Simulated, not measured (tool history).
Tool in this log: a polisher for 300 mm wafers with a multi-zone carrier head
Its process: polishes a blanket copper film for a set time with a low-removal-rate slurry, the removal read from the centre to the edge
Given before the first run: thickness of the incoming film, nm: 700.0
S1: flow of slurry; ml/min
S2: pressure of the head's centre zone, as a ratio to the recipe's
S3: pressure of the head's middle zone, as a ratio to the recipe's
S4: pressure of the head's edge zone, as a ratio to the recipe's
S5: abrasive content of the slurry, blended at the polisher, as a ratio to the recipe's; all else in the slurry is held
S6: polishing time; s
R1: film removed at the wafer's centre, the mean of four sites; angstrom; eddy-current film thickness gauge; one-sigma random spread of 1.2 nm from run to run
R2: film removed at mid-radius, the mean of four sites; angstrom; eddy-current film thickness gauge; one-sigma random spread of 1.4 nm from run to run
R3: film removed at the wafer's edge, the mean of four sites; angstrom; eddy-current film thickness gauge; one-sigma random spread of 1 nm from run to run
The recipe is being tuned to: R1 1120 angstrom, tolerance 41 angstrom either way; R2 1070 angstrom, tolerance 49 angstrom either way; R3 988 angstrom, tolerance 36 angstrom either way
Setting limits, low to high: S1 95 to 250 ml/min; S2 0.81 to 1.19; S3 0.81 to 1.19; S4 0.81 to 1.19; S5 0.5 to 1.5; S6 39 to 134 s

{"run": 1, "hour": 0.0, "S1": 160, "S2": 1, "S3": 1, "S4": 1, "S5": 1, "S6": 86, "R1": 1733.4, "R2": 1755.1, "R3": 1712.8}
{"run": 2, "hour": 6.1, "S1": 160, "S2": 1.01, "S3": 0.99, "S4": 0.96, "S5": 0.85, "S6": 76, "R1": 1488.8, "R2": 1470.3, "R3": 1420.2}
{"run": 3, "hour": 8.7, "S1": 160, "S2": 1.01, "S3": 0.99, "S4": 0.92, "S5": 0.75, "S6": 71, "R1": 1367.5, "R2": 1325.6, "R3": 1262.1}
{"run": 4, "hour": 16.2, "S1": 155, "S2": 1, "S3": 0.99, "S4": 0.89, "S5": 0.65, "S6": 68, "R1": 1256.9, "R2": 1283.1, "R3": 1167.5}
{"run": 5, "hour": 21.3, "S1": 155, "S2": 1, "S3": 0.99, "S4": 0.86, "S5": 0.65, "S6": 68, "R1": 1254.4, "R2": 1266.3, "R3": 1131.5}
{"run": 6, "hour": 28.9, "S1": 155, "S2": 1, "S3": 0.99, "S4": 0.86, "S5": 0.5, "S6": 68, "R1": 1194.8, "R2": 1180.7, "R3": 1110.1}
{"run": 7, "hour": 32.8, "S1": 150, "S2": 1.01, "S3": 0.98, "S4": 0.84, "S5": 0.5, "S6": 66, "R1": 1161.7, "R2": 1127.6, "R3": 1047.4}
{"run": 8, "hour": 40.0, "S1": 145, "S2": 1.01, "S3": 0.98, "S4": 0.83, "S5": 0.5, "S6": 66, "R1": 1141, "R2": 1149.9, "R3": 1043}

5 next moves are on the table. One of them brings every result within its allowed miss. Which?
{"run": "A", "hour": 47.2, "S1": 150, "S2": 1.02, "S3": 1.08, "S4": 0.81, "S5": 0.55, "S6": 56, "R1": "?", "R2": "?", "R3": "?"}
{"run": "B", "hour": 47.2, "S1": 190, "S2": 1.09, "S3": 1.04, "S4": 0.81, "S5": 0.6, "S6": 54, "R1": "?", "R2": "?", "R3": "?"}
{"run": "C", "hour": 47.2, "S1": 155, "S2": 1.02, "S3": 0.94, "S4": 0.81, "S5": 0.5, "S6": 63, "R1": "?", "R2": "?", "R3": "?"}
{"run": "D", "hour": 47.2, "S1": 130, "S2": 1.03, "S3": 1.07, "S4": 0.81, "S5": 0.55, "S6": 58, "R1": "?", "R2": "?", "R3": "?"}
{"run": "E", "hour": 47.2, "S1": 110, "S2": 1, "S3": 1.13, "S4": 0.82, "S5": 0.6, "S6": 64, "R1": "?", "R2": "?", "R3": "?"}

move=A R1=1020.4 R2=1085.7 R3=892.17
move=B R1=1122.5 R2=1083.4 R3=902.59
move=C R1=1136.5 R2=1105.3 R3=993.06
move=D R1=1028.1 R2=1081.3 R3=902.79
move=E R1=1061.2 R2=1200.4 R3=984.8
A: puts the biggest miss on target and leaves a different result outside tolerance
B: puts the biggest miss on target and leaves a different result outside tolerance
C: every result within its allowed miss
D: puts the biggest miss on target and leaves a different result outside tolerance
E: further off than the last run
Correct choice: C, which meets every target
